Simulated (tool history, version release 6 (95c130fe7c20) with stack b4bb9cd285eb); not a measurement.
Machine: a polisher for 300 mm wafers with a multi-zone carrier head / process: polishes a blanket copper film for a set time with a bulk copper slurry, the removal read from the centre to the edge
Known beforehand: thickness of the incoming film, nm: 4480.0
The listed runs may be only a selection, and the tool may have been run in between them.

run,hour,flow of slurry (ml/min),pressure of the head's centre zone,pressure of the head's middle zone,pressure of the head's edge zone,abrasive content of the slurry,polishing time (s),film removed at the wafer's centre (angstrom),film removed at mid-radius (angstrom),film removed at the wafer's edge (angstrom)
1,0,285,1,1,1,1,57,5502.6,5414.1,5421.3
2,8.3,285,1.02,1,1.02,1.1,58,5975.4,5658.1,5791.2
3,13.7,285,1.02,1,1.1,1.1,58,5903.3,5697,5824.9
4,21.7,285,0.98,1,1.1,1.1,58,5591.7,5698.4,5923.4
5,23.5,285,0.98,1,1.18,1.1,58,5667.8,5700.7,6072.8
6,32.4,250,0.98,1,1.18,1.1,58,5536,5595.9,6175.1

Estimate the outcome of run 7 from the log above:
7,35.4,250,1,1,1.18,1.15,59,?,?,?

film removed at the wafer's centre (angstrom): 5839.1
film removed at mid-radius (angstrom): 5749.1
film removed at the wafer's edge (angstrom): 6235.9
